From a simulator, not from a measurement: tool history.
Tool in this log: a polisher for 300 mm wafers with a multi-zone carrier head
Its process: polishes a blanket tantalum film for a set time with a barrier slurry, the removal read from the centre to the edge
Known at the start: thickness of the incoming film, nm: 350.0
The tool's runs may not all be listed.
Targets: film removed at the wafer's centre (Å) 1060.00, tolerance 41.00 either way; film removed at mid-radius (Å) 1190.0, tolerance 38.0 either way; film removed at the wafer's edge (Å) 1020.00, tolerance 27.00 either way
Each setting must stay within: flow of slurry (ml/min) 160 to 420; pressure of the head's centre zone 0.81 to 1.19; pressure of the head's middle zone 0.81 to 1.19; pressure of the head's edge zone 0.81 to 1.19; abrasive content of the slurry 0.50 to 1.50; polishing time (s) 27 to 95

run  hour  flow of slurry (ml/min)  pressure of the head's centre zone  pressure of the head's middle zone  pressure of the head's edge zone  abrasive content of the slurry  polishing time (s)  film removed at the wafer's centre (Å)  film removed at mid-radius (Å)  film removed at the wafer's edge (Å)
  1   0.0                      270                                1.00                                1.00                              1.00                            1.00                  61                                 1013.50                          1012.5                                954.15
  2   8.8                      270                                1.00                                1.00                              1.04                            1.00                  61                                 1019.20                          1011.8                                962.00
  3  16.0                      285                                1.00                                1.04                              1.05                            1.05                  61                                 1017.50                          1054.1                                964.42
  4  23.8                      285                                0.93                                1.04                              1.05                            1.05                  61                                  941.62                          1059.9                                989.33
  5  27.6                      285                                0.88                                1.04                              1.05                            1.05                  61                                  899.85                          1048.8                               1000.40
  6  33.8                      285                                0.88                                1.04                              0.97                            1.05                  61                                  888.32                          1072.2                                962.74
  7  42.9                      285                                0.88                                1.04                              0.97                            1.05                  61                                  888.16                          1066.6                                971.89
  8  48.4                      290                                0.91                                1.05                              0.98                            1.10                  61                                  900.01                          1084.2                                981.44
  9  56.2                      290                                0.95                                1.06                              0.99                            1.15                  62                                  996.61                          1120.4                                999.33
 10  63.5                      295                                0.96                                1.07                              1.00                            1.20                  62                                 1009.60                          1140.6                               1028.30
 11  68.5                      300                                0.97                                1.08                              1.00                            1.20                  62                                 1014.90                          1136.7                                992.68

Pick the move, out of 5, that brings all results within their allowed miss; only one does.
  A  73.5                      290                                1.07                                0.99                              1.00                            0.95                  65                                       ?                               ?                                     ?
  B  73.5                      315                                0.99                                1.11                              1.00                            1.10                  60                                       ?                               ?                                     ?
  C  73.5                      295                                0.92                                1.15                              1.10                            1.15                  62                                       ?                               ?                                     ?
  D  73.5                      220                                0.99                                1.11                              0.95                            1.20                  65                                       ?                               ?                                     ?
  E  73.5                      320                                0.90                                1.10                              0.95                            1.30                  63                                       ?                               ?                                     ?

move  film removed at the wafer's centre (Å)  film removed at mid-radius (Å)  film removed at the wafer's edge (Å)
   A                                 1118.60                          1053.2                               1029.70
   B                                  986.48                          1103.5                                977.64
   C                                  949.12                          1178.4                               1040.20
   D                                 1051.40                          1179.8                               1038.50
   E                                  969.02                          1184.8                               1043.10
A: lands further from the targets than the last run did
B: lands further from the targets than the last run did
C: the worst result of the last run now meets its target, but another is out of spec
D: all results in spec
E: the worst result of the last run now meets its target, but another is out of spec
So the answer is move D, the one that meets all the targets.

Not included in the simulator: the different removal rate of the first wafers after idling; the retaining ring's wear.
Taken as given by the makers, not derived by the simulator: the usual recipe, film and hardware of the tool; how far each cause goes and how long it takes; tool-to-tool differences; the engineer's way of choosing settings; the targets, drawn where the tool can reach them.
